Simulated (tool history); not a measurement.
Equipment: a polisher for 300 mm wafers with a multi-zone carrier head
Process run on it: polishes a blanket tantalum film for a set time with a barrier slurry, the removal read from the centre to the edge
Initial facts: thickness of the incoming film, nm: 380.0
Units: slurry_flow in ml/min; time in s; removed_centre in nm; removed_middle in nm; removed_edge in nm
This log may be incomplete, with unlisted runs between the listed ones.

run 1 hour=0.0 | slurry_flow=130 centre_zone=1.00 middle_zone=1.00 edge_zone=1.00 slurry_solids=1.00 time=83 | removed_centre=152.030 removed_middle=154.540 removed_edge=150.77
run 2 hour=6.4 | slurry_flow=115 centre_zone=1.00 middle_zone=1.00 edge_zone=1.00 slurry_solids=1.00 time=83 | removed_centre=146.680 removed_middle=146.720 removed_edge=150.40
run 3 hour=8.3 | slurry_flow=130 centre_zone=1.00 middle_zone=1.00 edge_zone=1.00 slurry_solids=1.00 time=83 | removed_centre=150.740 removed_middle=152.620 removed_edge=149.97
run 4 hour=11.0 | slurry_flow=125 centre_zone=0.98 middle_zone=0.98 edge_zone=0.99 slurry_solids=0.90 time=80 | removed_centre=136.860 removed_middle=138.780 removed_edge=138.17
run 5 hour=11.7 | slurry_flow=125 centre_zone=0.98 middle_zone=0.98 edge_zone=0.99 slurry_solids=0.90 time=101 | removed_centre=169.870 removed_middle=176.430 removed_edge=175.66
run 6 hour=15.3 | slurry_flow=150 centre_zone=0.98 middle_zone=0.98 edge_zone=0.99 slurry_solids=0.90 time=101 | removed_centre=181.290 removed_middle=183.290 removed_edge=184.42
run 7 hour=20.5 | slurry_flow=140 centre_zone=0.96 middle_zone=0.96 edge_zone=0.99 slurry_solids=0.85 time=96 | removed_centre=161.850 removed_middle=165.650 removed_edge=165.75
run 8 hour=24.4 | slurry_flow=105 centre_zone=0.86 middle_zone=0.86 edge_zone=1.09 slurry_solids=0.60 time=73 | removed_centre=90.919 removed_middle=93.931 removed_edge=112.70

Predict the results of run 9:
run 9 hour=28.7 | slurry_flow=105 centre_zone=0.86 middle_zone=0.86 edge_zone=1.07 slurry_solids=0.60 time=73 | removed_centre=? removed_middle=? removed_edge=?

{"run 9": {"removed_centre": 90.605, "removed_middle": 94.423, "removed_edge": 111.13}}
